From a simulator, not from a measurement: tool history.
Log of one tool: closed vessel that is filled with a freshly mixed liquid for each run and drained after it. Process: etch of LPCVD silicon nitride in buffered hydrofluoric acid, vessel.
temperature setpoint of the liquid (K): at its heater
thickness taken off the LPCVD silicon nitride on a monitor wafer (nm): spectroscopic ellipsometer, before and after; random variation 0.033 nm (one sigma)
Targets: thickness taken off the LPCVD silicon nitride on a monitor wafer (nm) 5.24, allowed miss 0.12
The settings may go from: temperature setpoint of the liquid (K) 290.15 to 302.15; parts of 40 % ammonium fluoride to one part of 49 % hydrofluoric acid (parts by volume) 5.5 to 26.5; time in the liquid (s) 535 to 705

| run | hour | temperature setpoint of the liquid (K) | parts of 40 % ammonium fluoride to one part of 49 % hydrofluoric acid (parts by volume) | time in the liquid (s) | thickness taken off the LPCVD silicon nitride on a monitor wafer (nm) |
|---|---|---|---|---|---|
| 1 | 0 | 294.15 | 16 | 705 | 5.9185 |
| 2 | 8.6 | 294.15 | 20.5 | 705 | 4.7496 |
| 3 | 10.7 | 295.15 | 20.5 | 705 | 4.9689 |
| 4 | 13.9 | 295.65 | 20.5 | 705 | 5.0982 |
| 5 | 20.5 | 293.15 | 20.5 | 705 | 4.3776 |
| 6 | 25.6 | 293.65 | 20.5 | 705 | 4.6074 |
| 7 | 34.5 | 295.15 | 20.5 | 705 | 4.9934 |
| 8 | 38.3 | 295.65 | 20.5 | 705 | 5.0866 |

4 next moves are on the table. One of them brings every result within its allowed miss. Which?
| A | 42.1 | 298.65 | 21.5 | 685 | ? |
| B | 42.1 | 299.15 | 23.5 | 680 | ? |
| C | 42.1 | 293.15 | 16 | 685 | ? |
| D | 42.1 | 295.15 | 17.5 | 640 | ? |

| move | thickness taken off the LPCVD silicon nitride on a monitor wafer (nm) |
|---|---|
| A | 5.6497 |
| B | 5.421 |
| C | 5.463 |
| D | 5.2237 |
A: takes the result that was furthest off past its target
B: takes the result that was furthest off past its target
C: takes the result that was furthest off past its target
D: meets every target
Move D is the one to make.

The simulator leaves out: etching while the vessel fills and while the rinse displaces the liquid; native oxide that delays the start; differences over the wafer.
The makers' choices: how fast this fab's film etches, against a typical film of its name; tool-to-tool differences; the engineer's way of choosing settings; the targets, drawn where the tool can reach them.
